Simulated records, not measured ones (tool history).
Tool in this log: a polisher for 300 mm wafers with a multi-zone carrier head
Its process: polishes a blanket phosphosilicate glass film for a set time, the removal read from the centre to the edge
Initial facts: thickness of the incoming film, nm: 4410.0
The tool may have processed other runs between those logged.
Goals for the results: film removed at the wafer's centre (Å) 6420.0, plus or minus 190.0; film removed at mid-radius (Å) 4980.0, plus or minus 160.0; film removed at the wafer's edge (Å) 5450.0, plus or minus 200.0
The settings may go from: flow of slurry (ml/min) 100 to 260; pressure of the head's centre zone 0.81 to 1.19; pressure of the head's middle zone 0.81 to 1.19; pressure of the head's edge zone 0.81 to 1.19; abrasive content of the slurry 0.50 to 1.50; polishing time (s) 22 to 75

| run | day | flow of slurry (ml/min) | pressure of the head's centre zone | pressure of the head's middle zone | pressure of the head's edge zone | abrasive content of the slurry | polishing time (s) | film removed at the wafer's centre (Å) | film removed at mid-radius (Å) | film removed at the wafer's edge (Å) |
|---|---|---|---|---|---|---|---|---|---|---|
| 1 | 0.000 | 165 | 1.00 | 1.00 | 1.00 | 1.00 | 48 | 4625.9 | 4617.2 | 4467.4 |
| 2 | 0.204 | 165 | 1.00 | 1.00 | 1.00 | 1.00 | 41 | 3953.1 | 3876.2 | 3839.8 |
| 3 | 0.379 | 130 | 1.00 | 1.00 | 1.00 | 1.00 | 41 | 3765.0 | 3770.4 | 3750.0 |
| 4 | 0.442 | 150 | 1.04 | 0.99 | 1.04 | 1.10 | 41 | 4284.9 | 4042.4 | 4046.9 |
| 5 | 0.808 | 150 | 1.04 | 0.99 | 1.07 | 1.10 | 41 | 4253.6 | 4104.9 | 4124.4 |
| 6 | 1.125 | 150 | 1.04 | 0.99 | 1.07 | 1.20 | 41 | 4528.0 | 4198.1 | 4285.7 |
| 7 | 1.408 | 165 | 1.06 | 0.98 | 1.10 | 1.25 | 41 | 4613.4 | 4453.1 | 4631.0 |
| 8 | 1.525 | 165 | 1.09 | 0.96 | 1.08 | 1.30 | 42 | 5098.6 | 4424.2 | 4691.0 |
| 9 | 1.612 | 180 | 1.11 | 0.96 | 1.09 | 1.35 | 42 | 5329.1 | 4615.2 | 4798.2 |
| 10 | 1.679 | 185 | 1.13 | 0.95 | 1.10 | 1.40 | 42 | 5490.6 | 4729.6 | 5026.3 |
| 11 | 1.808 | 190 | 1.14 | 0.94 | 1.09 | 1.40 | 42 | 5574.6 | 4642.0 | 4891.9 |
| 12 | 2.038 | 190 | 1.15 | 0.93 | 1.10 | 1.40 | 43 | 5813.5 | 4659.1 | 5042.9 |
| 13 | 2.221 | 195 | 1.16 | 0.93 | 1.11 | 1.40 | 43 | 5769.9 | 4736.0 | 5167.2 |
| 14 | 2.558 | 200 | 1.17 | 0.92 | 1.11 | 1.40 | 43 | 5907.5 | 4721.5 | 5225.3 |
| 15 | 2.804 | 205 | 1.17 | 0.92 | 1.11 | 1.40 | 43 | 5989.9 | 4656.3 | 5100.1 |

Exercise: of the 4 proposed moves below, exactly one satisfies all targets within the stated allowed misses. Which move is it?
| A | 3.050 | 210 | 1.17 | 0.85 | 1.06 | 0.95 | 51 | ? | ? | ? |
| B | 3.050 | 210 | 1.19 | 0.93 | 1.14 | 1.35 | 46 | ? | ? | ? |
| C | 3.050 | 165 | 1.07 | 0.91 | 1.16 | 1.40 | 45 | ? | ? | ? |
| D | 3.050 | 210 | 1.09 | 0.86 | 1.18 | 1.40 | 44 | ? | ? | ? |

| move | film removed at the wafer's centre (Å) | film removed at mid-radius (Å) | film removed at the wafer's edge (Å) |
|---|---|---|---|
| A | 5824.7 | 4350.5 | 4865.0 |
| B | 6438.2 | 5061.8 | 5476.4 |
| C | 5535.1 | 4784.5 | 5357.4 |
| D | 5724.4 | 4633.5 | 5422.3 |
A: lands further from the targets than the last run did
B: meets every target
C: lands further from the targets than the last run did
D: lands further from the targets than the last run did
Move B is the one to make.
